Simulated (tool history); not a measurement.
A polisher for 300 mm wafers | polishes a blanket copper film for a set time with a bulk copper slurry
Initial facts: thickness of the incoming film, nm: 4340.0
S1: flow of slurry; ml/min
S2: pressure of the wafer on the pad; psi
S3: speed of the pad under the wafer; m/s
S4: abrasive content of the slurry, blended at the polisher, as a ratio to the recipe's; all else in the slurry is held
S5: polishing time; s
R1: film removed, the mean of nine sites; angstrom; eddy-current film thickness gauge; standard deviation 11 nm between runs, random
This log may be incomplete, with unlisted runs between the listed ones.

| run | hour | S1 | S2 | S3 | S4 | S5 | R1 |
|---|---|---|---|---|---|---|---|
| 1 | 0.0 | 300 | 3.3 | 1.20 | 1.00 | 120 | 15340 |
| 2 | 3.8 | 300 | 3.3 | 1.20 | 1.00 | 126 | 16416 |
| 3 | 9.1 | 300 | 2.8 | 1.20 | 1.00 | 126 | 14017 |
| 4 | 18.1 | 300 | 2.5 | 1.20 | 1.00 | 126 | 12395 |
| 5 | 22.3 | 300 | 2.5 | 1.20 | 1.15 | 126 | 12859 |
| 6 | 30.0 | 300 | 2.5 | 1.04 | 1.15 | 126 | 10969 |

The next listed run, before its measurement:
| 7 | 36.4 | 300 | 2.4 | 1.04 | 1.15 | 126 | ? |

R1: 10547 angstrom
